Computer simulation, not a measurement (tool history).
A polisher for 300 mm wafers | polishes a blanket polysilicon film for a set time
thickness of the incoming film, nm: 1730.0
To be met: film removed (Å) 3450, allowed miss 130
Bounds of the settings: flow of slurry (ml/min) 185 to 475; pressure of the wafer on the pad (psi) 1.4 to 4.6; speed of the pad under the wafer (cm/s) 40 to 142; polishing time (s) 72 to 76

run	day	flow of slurry (ml/min)	pressure of the wafer on the pad (psi)	speed of the pad under the wafer (cm/s)	polishing time (s)	film removed (Å)
1	0	305	3	90	72	4674.5
2	0.1	235	3	90	72	4526.5
3	0.138	235	3	90	76	4801.5
4	0.4	235	2.8	90	76	4511.3
5	0.754	235	3.4	90	76	5151
6	1.038	235	3.4	106	76	6046.8
7	1.292	230	2.9	102	76	5260.7
8	1.442	230	2.5	100	76	4640.5
9	1.492	230	2.5	100	76	4660.8
10	1.767	230	2.2	98	76	4182.8
11	1.858	230	1.5	96	76	3311

Which of these 5 next moves meets every target?
A	1.95	185	1.7	92	73	?
B	1.95	225	1.4	100	72	?
C	1.95	270	1.4	102	72	?
D	1.95	240	1.9	94	72	?
E	1.95	295	1.8	84	73	?

move	film removed (Å)
A	3083.2
B	3059
C	3190.2
D	3446.3
E	3107
A: further off than the last run
B: further off than the last run
C: further off than the last run
D: meets every target
E: further off than the last run
The right move is D.

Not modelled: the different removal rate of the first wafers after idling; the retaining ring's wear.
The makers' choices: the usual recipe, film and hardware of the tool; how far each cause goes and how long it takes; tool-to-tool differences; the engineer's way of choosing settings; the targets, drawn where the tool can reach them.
